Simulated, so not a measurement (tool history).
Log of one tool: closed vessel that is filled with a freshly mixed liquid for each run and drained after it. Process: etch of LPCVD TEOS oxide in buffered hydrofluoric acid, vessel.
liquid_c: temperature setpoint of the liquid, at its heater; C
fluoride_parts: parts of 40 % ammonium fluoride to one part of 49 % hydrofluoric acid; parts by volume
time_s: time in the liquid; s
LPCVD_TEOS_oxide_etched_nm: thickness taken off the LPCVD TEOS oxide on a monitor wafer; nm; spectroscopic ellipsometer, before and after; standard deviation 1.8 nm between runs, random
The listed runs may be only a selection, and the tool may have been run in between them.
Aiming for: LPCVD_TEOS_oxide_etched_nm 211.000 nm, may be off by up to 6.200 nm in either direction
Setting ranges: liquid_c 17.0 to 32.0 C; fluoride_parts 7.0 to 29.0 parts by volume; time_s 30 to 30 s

run	day	liquid_c	fluoride_parts	time_s	LPCVD_TEOS_oxide_etched_nm
1	0.000	24.0	18.0	30	89.434
2	0.346	25.5	16.5	30	107.020
3	0.454	25.5	20.5	30	89.582
4	0.717	25.5	24.0	30	80.573
5	0.892	27.0	20.5	30	98.436
6	1.138	28.0	18.0	30	112.140
7	1.475	29.0	15.5	30	137.250
8	1.796	29.5	14.5	30	152.360
9	2.046	30.0	14.0	30	159.350
10	2.354	30.0	14.0	30	159.990
11	2.529	32.0	10.0	30	244.780
12	2.571	31.5	10.0	30	239.650
13	2.875	31.0	10.0	30	235.150
14	3.104	30.5	10.0	30	229.870
15	3.296	30.0	10.0	30	223.230

Of the 4 settings listed for the next run, only one would bring every result within its allowed miss of target. Which one?
A	3.488	30.5	10.0	30	?
B	3.488	29.0	10.0	30	?
C	3.488	32.0	10.5	30	?
D	3.488	28.0	8.0	30	?

move	LPCVD_TEOS_oxide_etched_nm
A	227.970
B	210.690
C	235.050
D	239.520
A: further off than the last run
B: every result lands within tolerance
C: further off than the last run
D: further off than the last run
The move that meets every target is B.
